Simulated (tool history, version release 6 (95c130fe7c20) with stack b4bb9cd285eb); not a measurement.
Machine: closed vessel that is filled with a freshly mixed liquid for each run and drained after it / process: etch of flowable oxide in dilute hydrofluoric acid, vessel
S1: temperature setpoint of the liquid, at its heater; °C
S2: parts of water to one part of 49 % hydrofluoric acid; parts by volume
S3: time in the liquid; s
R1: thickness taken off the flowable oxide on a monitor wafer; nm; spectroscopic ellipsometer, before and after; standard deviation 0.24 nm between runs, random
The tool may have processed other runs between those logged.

{"run": 1, "hour": 0.0, "S1": 23.0, "S2": 95, "S3": 95, "R1": 24.822}
{"run": 2, "hour": 9.1, "S1": 23.0, "S2": 120, "S3": 95, "R1": 19.098}
{"run": 3, "hour": 16.6, "S1": 26.0, "S2": 120, "S3": 95, "R1": 21.46}
{"run": 4, "hour": 20.0, "S1": 26.5, "S2": 115, "S3": 95, "R1": 22.982}
{"run": 5, "hour": 24.7, "S1": 27.0, "S2": 110, "S3": 95, "R1": 24.515}
{"run": 6, "hour": 28.0, "S1": 27.5, "S2": 105, "S3": 95, "R1": 26.568}
{"run": 7, "hour": 33.5, "S1": 28.0, "S2": 105, "S3": 95, "R1": 26.659}
{"run": 8, "hour": 40.9, "S1": 28.5, "S2": 105, "S3": 95, "R1": 27.458}

Estimate the outcome of run 9 from the log above:
{"run": 9, "hour": 42.9, "S1": 29.0, "S2": 105, "S3": 95, "R1": "?"}

Run 9 gave R1 28.265 nm.
